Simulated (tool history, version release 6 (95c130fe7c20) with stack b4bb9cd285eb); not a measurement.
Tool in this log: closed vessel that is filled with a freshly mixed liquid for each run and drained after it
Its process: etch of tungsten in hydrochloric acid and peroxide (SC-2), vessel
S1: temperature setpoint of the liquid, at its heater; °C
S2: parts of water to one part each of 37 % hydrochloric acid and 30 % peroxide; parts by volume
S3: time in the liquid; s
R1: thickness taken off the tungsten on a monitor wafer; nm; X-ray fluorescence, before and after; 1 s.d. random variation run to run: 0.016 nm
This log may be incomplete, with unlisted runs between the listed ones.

{"run": 1, "hour": 0.0, "S1": 47.0, "S2": 8.5, "S3": 30, "R1": 5.6453}
{"run": 2, "hour": 8.9, "S1": 47.0, "S2": 8.5, "S3": 30, "R1": 5.6425}
{"run": 3, "hour": 17.3, "S1": 46.0, "S2": 8.5, "S3": 30, "R1": 5.3034}
{"run": 4, "hour": 26.2, "S1": 46.0, "S2": 9.5, "S3": 30, "R1": 4.8114}
{"run": 5, "hour": 27.0, "S1": 46.0, "S2": 9.5, "S3": 30, "R1": 4.8425}
{"run": 6, "hour": 31.3, "S1": 46.0, "S2": 11.5, "S3": 30, "R1": 4.1031}

What does the tool deliver on the next run?
{"run": 7, "hour": 35.1, "S1": 45.5, "S2": 11.5, "S3": 30, "R1": "?"}

{"run 7": {"R1": 3.9784}}
